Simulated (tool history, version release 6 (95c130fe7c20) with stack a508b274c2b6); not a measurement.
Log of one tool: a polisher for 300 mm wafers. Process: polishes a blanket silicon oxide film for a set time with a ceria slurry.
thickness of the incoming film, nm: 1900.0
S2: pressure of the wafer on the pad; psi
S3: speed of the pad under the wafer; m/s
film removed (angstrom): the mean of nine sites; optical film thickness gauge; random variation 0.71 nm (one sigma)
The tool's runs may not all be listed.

Run 1, hour 0: flow of slurry (ml/min) 305, S2 2 psi, S3 1.34 m/s, polishing time (s) 57. Result: film removed (angstrom) 2148.5.
Run 2, hour 2.2: flow of slurry (ml/min) 340, S2 2 psi, S3 1.34 m/s, polishing time (s) 57. Result: film removed (angstrom) 2208.6.
Run 3, hour 4.3: flow of slurry (ml/min) 340, S2 2 psi, S3 1.34 m/s, polishing time (s) 57. Result: film removed (angstrom) 2209.9.
Run 4, hour 12.9: flow of slurry (ml/min) 340, S2 2 psi, S3 1.64 m/s, polishing time (s) 57. Result: film removed (angstrom) 2666.2.
Run 5, hour 14.8: flow of slurry (ml/min) 340, S2 2 psi, S3 1.64 m/s, polishing time (s) 57. Result: film removed (angstrom) 2652.4.
Run 6, hour 21.5: flow of slurry (ml/min) 340, S2 1.6 psi, S3 1.64 m/s, polishing time (s) 57. Result: film removed (angstrom) 2102.5.
Run 7, hour 25.9: flow of slurry (ml/min) 330, S2 1.5 psi, S3 1.54 m/s, polishing time (s) 57. Result: film removed (angstrom) 1848.4.
Run 8, hour 33.5: flow of slurry (ml/min) 320, S2 1.4 psi, S3 1.46 m/s, polishing time (s) 57. Result: film removed (angstrom) 1668.3.
Run 9, hour 37.3: flow of slurry (ml/min) 315, S2 1.3 psi, S3 1.38 m/s, polishing time (s) 57. Result: film removed (angstrom) 1463.5.
Run 10, hour 45.9: flow of slurry (ml/min) 310, S2 1.2 psi, S3 1.32 m/s, polishing time (s) 57. Result: film removed (angstrom) 1313.8.

Run 11 has not been measured yet. What should we expect?
Run 11, hour 50: flow of slurry (ml/min) 305, S2 1.2 psi, S3 1.28 m/s, polishing time (s) 57. Result: film removed (angstrom) ?.

{"run 11": {"film removed (angstrom)": 1264.4}}
